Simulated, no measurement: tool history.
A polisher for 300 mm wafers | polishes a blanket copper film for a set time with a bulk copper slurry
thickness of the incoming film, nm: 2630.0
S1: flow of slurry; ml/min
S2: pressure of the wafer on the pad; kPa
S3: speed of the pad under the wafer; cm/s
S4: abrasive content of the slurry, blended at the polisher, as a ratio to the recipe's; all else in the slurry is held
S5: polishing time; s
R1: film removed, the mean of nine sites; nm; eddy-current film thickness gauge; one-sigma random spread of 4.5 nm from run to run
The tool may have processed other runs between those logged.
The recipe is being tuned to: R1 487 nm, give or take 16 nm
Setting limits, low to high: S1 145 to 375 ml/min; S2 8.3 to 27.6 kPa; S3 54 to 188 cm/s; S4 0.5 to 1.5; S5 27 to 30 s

run 1 hour=0 | S1=240 S2=17.9 S3=120 S4=1 S5=30 | R1=341.87
run 2 hour=4.1 | S1=240 S2=17.9 S3=120 S4=1.1 S5=30 | R1=341.54
run 3 hour=11.8 | S1=240 S2=17.9 S3=120 S4=1.1 S5=27 | R1=311.62
run 4 hour=20.7 | S1=240 S2=20.7 S3=120 S4=1.1 S5=27 | R1=355.04
run 5 hour=21.3 | S1=265 S2=20.7 S3=120 S4=1.1 S5=27 | R1=357.91
run 6 hour=27.4 | S1=265 S2=22.8 S3=120 S4=1.1 S5=27 | R1=388.13
run 7 hour=35.1 | S1=265 S2=24.1 S3=122 S4=1.1 S5=27 | R1=412.66
run 8 hour=40.6 | S1=265 S2=25.5 S3=124 S4=1.1 S5=27 | R1=435.8
run 9 hour=47.5 | S1=265 S2=26.2 S3=126 S4=1.1 S5=27 | R1=457.32
run 10 hour=51.6 | S1=265 S2=26.9 S3=126 S4=1.1 S5=27 | R1=466.51

Exactly one of the 5 candidate moves below puts every result within its allowed miss. Which one?
run A hour=55.7 | S1=215 S2=27.6 S3=116 S4=0.85 S5=30 | R1=?
run B hour=55.7 | S1=250 S2=25.5 S3=122 S4=1.15 S5=27 | R1=?
run C hour=55.7 | S1=325 S2=24.8 S3=122 S4=1.45 S5=27 | R1=?
run D hour=55.7 | S1=295 S2=26.9 S3=124 S4=1.05 S5=27 | R1=?
run E hour=55.7 | S1=170 S2=24.8 S3=140 S4=0.85 S5=30 | R1=?

move=A R1=458.34
move=B R1=436.36
move=C R1=457.86
move=D R1=463.67
move=E R1=485.23
A: its largest miss is bigger than the last run's
B: its largest miss is bigger than the last run's
C: its largest miss is bigger than the last run's
D: its largest miss is bigger than the last run's
E: hits every target within its allowed miss
Go with E: it meets all targets.
